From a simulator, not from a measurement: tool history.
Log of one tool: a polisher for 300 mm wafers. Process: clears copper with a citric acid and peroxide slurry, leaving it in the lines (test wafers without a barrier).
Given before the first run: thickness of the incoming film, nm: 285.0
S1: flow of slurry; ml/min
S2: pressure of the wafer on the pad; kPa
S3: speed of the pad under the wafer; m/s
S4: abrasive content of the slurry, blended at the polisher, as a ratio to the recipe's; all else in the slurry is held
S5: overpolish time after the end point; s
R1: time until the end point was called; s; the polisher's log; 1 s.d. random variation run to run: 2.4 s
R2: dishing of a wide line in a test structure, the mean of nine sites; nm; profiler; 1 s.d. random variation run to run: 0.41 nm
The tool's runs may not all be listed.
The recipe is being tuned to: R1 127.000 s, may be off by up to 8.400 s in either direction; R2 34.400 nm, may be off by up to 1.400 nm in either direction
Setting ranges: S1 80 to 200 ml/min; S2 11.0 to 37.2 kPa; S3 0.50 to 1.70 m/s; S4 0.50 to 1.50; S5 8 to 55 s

run 1 hour=0.0 | S1=130 S2=24.1 S3=1.10 S4=1.00 S5=28 | R1=106.130 R2=48.469
run 2 hour=5.5 | S1=135 S2=22.8 S3=1.10 S4=1.00 S5=26 | R1=112.600 R2=43.013
run 3 hour=10.5 | S1=135 S2=22.1 S3=1.10 S4=1.00 S5=25 | R1=118.880 R2=40.914
run 4 hour=18.8 | S1=135 S2=22.1 S3=1.10 S4=1.00 S5=24 | R1=117.670 R2=38.966
run 5 hour=19.5 | S1=120 S2=22.1 S3=1.10 S4=1.00 S5=24 | R1=116.500 R2=37.825
run 6 hour=20.4 | S1=120 S2=26.9 S3=1.10 S4=1.00 S5=24 | R1=100.800 R2=45.375
run 7 hour=21.2 | S1=115 S2=25.5 S3=1.10 S4=1.00 S5=24 | R1=105.680 R2=43.523
run 8 hour=26.0 | S1=115 S2=24.1 S3=1.10 S4=1.00 S5=24 | R1=110.380 R2=41.228

Pick the move, out of 4, that brings all results within their allowed miss; only one does.
run A hour=30.8 | S1=120 S2=22.1 S3=0.92 S4=0.90 S5=29 | R1=? R2=?
run B hour=30.8 | S1=120 S2=24.8 S3=0.94 S4=1.00 S5=33 | R1=? R2=?
run C hour=30.8 | S1=110 S2=28.3 S3=1.14 S4=1.10 S5=23 | R1=? R2=?
run D hour=30.8 | S1=100 S2=22.1 S3=1.12 S4=0.75 S5=23 | R1=? R2=?

move=A R1=144.870 R2=37.718
move=B R1=124.180 R2=47.495
move=C R1=90.663 R2=46.090
move=D R1=128.460 R2=34.378
A: nearer the targets than the last run, but a result is still out of spec
B: misses by more than the last run did
C: misses by more than the last run did
D: every result lands within tolerance
D is the move that brings every result within its allowed miss.
